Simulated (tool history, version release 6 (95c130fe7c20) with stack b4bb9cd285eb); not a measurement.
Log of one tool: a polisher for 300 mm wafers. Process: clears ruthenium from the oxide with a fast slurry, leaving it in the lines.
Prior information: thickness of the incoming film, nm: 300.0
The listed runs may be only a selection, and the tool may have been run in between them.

run,day,flow of slurry (ml/min),pressure of the wafer on the pad (psi),speed of the pad under the wafer (m/s),abrasive content of the slurry,overpolish time after the end point (s),time until the end point was called (s),dishing of a wide line in a test structure (angstrom)
1,0.000,130,3.0,0.92,1.0,10,86.186,236.330
2,0.171,150,3.0,0.92,1.0,10,84.267,248.490
3,0.212,145,2.6,0.86,1.0,9,108.010,183.670
4,0.567,170,2.6,0.86,1.0,9,102.960,185.750
5,0.592,170,2.3,0.82,1.0,9,118.940,162.550
6,0.750,160,2.3,0.82,1.0,9,120.340,158.200
7,1.121,155,2.1,0.78,1.0,9,140.400,140.840
8,1.338,150,1.9,0.78,1.0,9,153.270,127.430
9,1.600,145,1.8,0.78,1.0,9,163.470,122.270
10,1.779,120,1.4,0.78,1.0,7,213.100,71.061
11,1.912,125,1.4,0.78,1.0,7,216.710,74.380
12,1.983,130,1.4,0.78,1.0,7,211.280,71.774

What does the tool deliver on the next run?
13,2.088,135,1.4,0.78,1.0,7,?,?

{"run 13": {"time until the end point was called (s)": 209.45, "dishing of a wide line in a test structure (angstrom)": 73.855}}
